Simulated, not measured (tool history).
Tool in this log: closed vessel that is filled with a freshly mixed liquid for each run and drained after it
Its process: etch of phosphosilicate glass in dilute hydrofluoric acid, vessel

run  hour  temperature setpoint of the liquid (C)  parts of water to one part of 49 % hydrofluoric acid (parts by volume)  time in the liquid (s)  thickness taken off the phosphosilicate glass on a monitor wafer (angstrom)
  1     0                                      21                                                                      55                      85                                                                         1608
  2   7.9                                      21                                                                      55                      85                                                                         1612
  3  11.3                                      21                                                                      55                      90                                                                       1712.7
  4  12.5                                      21                                                                      55                      90                                                                       1720.1
  5  15.5                                      21                                                                      55                      90                                                                       1721.8
  6  18.6                                    20.5                                                                      60                      90                                                                       1552.2
  7  21.3                                      20                                                                      65                      90                                                                       1386.4

The next listed run, before its measurement:
  8  28.3                                    19.5                                                                      65                      90                                                                            ?

Run 8 produced thickness taken off the phosphosilicate glass on a monitor wafer (angstrom) 1353.
